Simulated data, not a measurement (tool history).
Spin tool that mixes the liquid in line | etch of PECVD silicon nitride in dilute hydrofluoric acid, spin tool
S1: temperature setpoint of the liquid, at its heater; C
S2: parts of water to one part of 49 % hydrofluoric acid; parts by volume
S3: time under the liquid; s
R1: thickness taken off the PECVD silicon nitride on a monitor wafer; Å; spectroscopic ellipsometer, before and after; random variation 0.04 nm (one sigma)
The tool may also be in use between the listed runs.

run,hour,S1,S2,S3,R1
1,0,22,45,270,175.92
2,7.1,20.5,45,270,158.59
3,13.4,20.5,35,270,200.49
4,18.3,20.5,35,295,219.87
5,23.3,19.5,40,295,178.62
6,30,19,45,295,155.03

The next listed run, before its measurement:
7,31,18.5,50,295,?

{"run 7": {"R1": 135.77}}
